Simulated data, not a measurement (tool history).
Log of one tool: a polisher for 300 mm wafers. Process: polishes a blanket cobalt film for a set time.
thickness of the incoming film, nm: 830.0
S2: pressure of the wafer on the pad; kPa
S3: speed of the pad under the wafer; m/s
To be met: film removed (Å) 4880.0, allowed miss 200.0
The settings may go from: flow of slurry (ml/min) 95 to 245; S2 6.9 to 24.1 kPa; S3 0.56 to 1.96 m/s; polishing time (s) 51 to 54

Run 1, day 0.000: flow of slurry (ml/min) 155, S2 15.2 kPa, S3 1.26 m/s, polishing time (s) 51. Result: film removed (Å) 3388.4.
Run 2, day 0.267: flow of slurry (ml/min) 155, S2 12.4 kPa, S3 1.26 m/s, polishing time (s) 51. Result: film removed (Å) 2735.8.
Run 3, day 0.612: flow of slurry (ml/min) 155, S2 15.9 kPa, S3 1.26 m/s, polishing time (s) 51. Result: film removed (Å) 3534.8.
Run 4, day 0.946: flow of slurry (ml/min) 160, S2 17.2 kPa, S3 1.26 m/s, polishing time (s) 51. Result: film removed (Å) 3925.8.
Run 5, day 1.162: flow of slurry (ml/min) 180, S2 17.2 kPa, S3 1.26 m/s, polishing time (s) 51. Result: film removed (Å) 3958.6.
Run 6, day 1.375: flow of slurry (ml/min) 180, S2 17.9 kPa, S3 1.26 m/s, polishing time (s) 51. Result: film removed (Å) 4070.4.
Run 7, day 1.517: flow of slurry (ml/min) 180, S2 18.6 kPa, S3 1.26 m/s, polishing time (s) 51. Result: film removed (Å) 4179.2.
Run 8, day 1.696: flow of slurry (ml/min) 180, S2 19.3 kPa, S3 1.26 m/s, polishing time (s) 51. Result: film removed (Å) 4320.3.
Run 9, day 2.033: flow of slurry (ml/min) 180, S2 20.0 kPa, S3 1.26 m/s, polishing time (s) 51. Result: film removed (Å) 4550.6.
Run 10, day 2.200: flow of slurry (ml/min) 180, S2 20.7 kPa, S3 1.26 m/s, polishing time (s) 51. Result: film removed (Å) 4631.8.

Which of these 5 next moves meets every target?
Run A, day 2.367: flow of slurry (ml/min) 180, S2 20.0 kPa, S3 1.18 m/s, polishing time (s) 51. Result: film removed (Å) ?.
Run B, day 2.367: flow of slurry (ml/min) 180, S2 19.3 kPa, S3 1.32 m/s, polishing time (s) 54. Result: film removed (Å) ?.
Run C, day 2.367: flow of slurry (ml/min) 165, S2 20.7 kPa, S3 1.14 m/s, polishing time (s) 52. Result: film removed (Å) ?.
Run D, day 2.367: flow of slurry (ml/min) 160, S2 18.6 kPa, S3 1.40 m/s, polishing time (s) 51. Result: film removed (Å) ?.
Run E, day 2.367: flow of slurry (ml/min) 130, S2 17.9 kPa, S3 1.38 m/s, polishing time (s) 51. Result: film removed (Å) ?.

move  film removed (Å)
   A            4188.3
   B            4777.5
   C            4226.2
   D            4547.5
   E            4210.5
A: further off than the last run
B: meets every target
C: further off than the last run
D: further off than the last run
E: further off than the last run
Move B is the one to make.
